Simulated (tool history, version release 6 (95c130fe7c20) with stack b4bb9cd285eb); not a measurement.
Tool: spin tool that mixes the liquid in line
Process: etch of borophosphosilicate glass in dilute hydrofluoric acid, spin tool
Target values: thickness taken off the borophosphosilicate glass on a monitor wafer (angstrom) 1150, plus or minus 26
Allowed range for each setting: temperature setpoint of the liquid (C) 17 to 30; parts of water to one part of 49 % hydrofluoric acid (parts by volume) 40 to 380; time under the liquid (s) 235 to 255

| run | hour | temperature setpoint of the liquid (C) | parts of water to one part of 49 % hydrofluoric acid (parts by volume) | time under the liquid (s) | thickness taken off the borophosphosilicate glass on a monitor wafer (angstrom) |
|---|---|---|---|---|---|
| 1 | 0 | 22 | 210 | 235 | 757.13 |
| 2 | 1.5 | 23.5 | 205 | 235 | 819.53 |
| 3 | 8.7 | 25 | 205 | 235 | 866.95 |
| 4 | 14 | 26 | 200 | 235 | 925.02 |
| 5 | 14.5 | 26.5 | 200 | 235 | 933.73 |
| 6 | 15.8 | 27 | 195 | 235 | 982.48 |
| 7 | 24.2 | 27.5 | 195 | 235 | 1009.6 |
|  | 24.8 | thermometer replaced |
| 8 | 24.8 | 30 | 190 | 235 | 1084.1 |
| 9 | 30.9 | 30 | 190 | 235 | 1083.9 |
| 10 | 31.8 | 30 | 185 | 235 | 1121.1 |
| 11 | 34.4 | 30 | 185 | 235 | 1131.1 |

Next run, 4 choices. One meets every target within its allowed miss, the rest don't. Which?
| A | 37 | 28.5 | 180 | 235 | ? |
| B | 37 | 28 | 170 | 235 | ? |
| C | 37 | 29.5 | 185 | 235 | ? |
| D | 37 | 30 | 205 | 255 | ? |

| move | thickness taken off the borophosphosilicate glass on a monitor wafer (angstrom) |
|---|---|
| A | 1102.6 |
| B | 1160.8 |
| C | 1104.7 |
| D | 1074.1 |
A: lands further from the targets than the last run did
B: hits every target within its allowed miss
C: lands further from the targets than the last run did
D: lands further from the targets than the last run did
B is the move that brings every result within its allowed miss.

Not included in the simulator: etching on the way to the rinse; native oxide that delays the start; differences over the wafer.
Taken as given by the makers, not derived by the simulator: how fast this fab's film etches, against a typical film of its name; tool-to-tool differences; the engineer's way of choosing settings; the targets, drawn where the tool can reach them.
